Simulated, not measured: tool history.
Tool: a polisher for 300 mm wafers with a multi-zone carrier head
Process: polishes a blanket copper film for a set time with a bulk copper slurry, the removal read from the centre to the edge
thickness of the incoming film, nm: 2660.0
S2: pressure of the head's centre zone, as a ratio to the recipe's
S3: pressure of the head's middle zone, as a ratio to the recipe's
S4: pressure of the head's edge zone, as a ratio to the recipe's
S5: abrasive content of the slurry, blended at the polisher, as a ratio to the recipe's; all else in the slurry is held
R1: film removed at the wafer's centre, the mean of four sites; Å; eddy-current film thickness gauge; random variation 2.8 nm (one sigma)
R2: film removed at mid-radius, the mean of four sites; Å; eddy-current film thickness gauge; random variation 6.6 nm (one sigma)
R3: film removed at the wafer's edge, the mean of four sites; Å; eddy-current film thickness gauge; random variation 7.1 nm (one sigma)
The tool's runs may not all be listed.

run 1 day=0 | flow_of_slurry_(ml/min)=295 S2=1 S3=1 S4=1 S5=1 polishing_time_(s)=45 | R1=3211.8 R2=3248.8 R3=3203
run 2 day=0.229 | flow_of_slurry_(ml/min)=250 S2=1 S3=1 S4=1 S5=1 polishing_time_(s)=45 | R1=3157.1 R2=3107.4 R3=3102.9
run 3 day=0.25 | flow_of_slurry_(ml/min)=250 S2=1 S3=1 S4=0.94 S5=1 polishing_time_(s)=45 | R1=3161.6 R2=3094.7 R3=3080.9
run 4 day=0.596 | flow_of_slurry_(ml/min)=250 S2=1 S3=1 S4=0.94 S5=0.85 polishing_time_(s)=45 | R1=3042.5 R2=2978 R3=2919.1
run 5 day=0.771 | flow_of_slurry_(ml/min)=250 S2=1 S3=1 S4=0.94 S5=0.85 polishing_time_(s)=39 | R1=2645.7 R2=2612.8 R3=2598.3
run 6 day=0.896 | flow_of_slurry_(ml/min)=250 S2=1 S3=1 S4=0.94 S5=0.85 polishing_time_(s)=44 | R1=2983.9 R2=2946 R3=2876.5
run 7 day=1.021 | flow_of_slurry_(ml/min)=265 S2=0.99 S3=0.99 S4=0.97 S5=0.9 polishing_time_(s)=46 | R1=3152.8 R2=3060.3 R3=3135.5
run 8 day=1.246 | flow_of_slurry_(ml/min)=270 S2=0.89 S3=1.09 S4=1.07 S5=1.15 polishing_time_(s)=59 | R1=3864.5 R2=4547.4 R3=4403.8
run 9 day=1.312 | flow_of_slurry_(ml/min)=275 S2=0.89 S3=1.08 S4=1.08 S5=1.2 polishing_time_(s)=59 | R1=3919.4 R2=4677.3 R3=4442

Forecast run 10:
run 10 day=1.421 | flow_of_slurry_(ml/min)=275 S2=0.88 S3=1.05 S4=1.09 S5=1.25 polishing_time_(s)=60 | R1=? R2=? R3=?

Run 10 gave R1 3942.7 Å, R2 4599.1 Å, R3 4729.1 Å.
